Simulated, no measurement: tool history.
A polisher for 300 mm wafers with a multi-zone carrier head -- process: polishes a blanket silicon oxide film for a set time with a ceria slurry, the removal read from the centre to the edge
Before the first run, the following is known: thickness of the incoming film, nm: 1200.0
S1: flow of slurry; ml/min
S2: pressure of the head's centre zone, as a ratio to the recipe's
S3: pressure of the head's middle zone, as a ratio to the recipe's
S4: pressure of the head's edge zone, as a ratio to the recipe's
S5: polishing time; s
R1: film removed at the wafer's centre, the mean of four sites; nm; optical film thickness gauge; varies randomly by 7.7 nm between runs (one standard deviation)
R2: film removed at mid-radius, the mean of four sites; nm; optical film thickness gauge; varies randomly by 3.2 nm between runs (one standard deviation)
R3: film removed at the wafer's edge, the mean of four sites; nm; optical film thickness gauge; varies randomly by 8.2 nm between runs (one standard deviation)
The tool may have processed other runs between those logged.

run 1 hour=0 | S1=220 S2=1 S3=1 S4=1 S5=65 | R1=375.94 R2=356.85 R3=362.47
run 2 hour=8.1 | S1=220 S2=1 S3=0.94 S4=1 S5=65 | R1=361.06 R2=340.53 R3=358.82
run 3 hour=11.5 | S1=220 S2=0.93 S3=0.94 S4=1 S5=65 | R1=355.15 R2=342.1 R3=356.45
run 4 hour=15.1 | S1=220 S2=1 S3=0.94 S4=1 S5=65 | R1=365.59 R2=344.68 R3=356.78
run 5 hour=20.1 | S1=220 S2=1.06 S3=0.94 S4=1 S5=65 | R1=392.44 R2=342.37 R3=368.7
-- hour=29 worn pad replaced by a new one
run 6 hour=29 | S1=215 S2=1.08 S3=0.94 S4=1.06 S5=71 | R1=465.33 R2=394.16 R3=445.59
run 7 hour=33.5 | S1=210 S2=1.09 S3=0.95 S4=1.1 S5=72 | R1=469.79 R2=409.28 R3=451.61

Estimate the outcome of run 8 from the log above:
run 8 hour=36.7 | S1=215 S2=1.1 S3=0.93 S4=1.13 S5=74 | R1=? R2=? R3=?

R1: 501.85 nm
R2: 409.35 nm
R3: 475.18 nm

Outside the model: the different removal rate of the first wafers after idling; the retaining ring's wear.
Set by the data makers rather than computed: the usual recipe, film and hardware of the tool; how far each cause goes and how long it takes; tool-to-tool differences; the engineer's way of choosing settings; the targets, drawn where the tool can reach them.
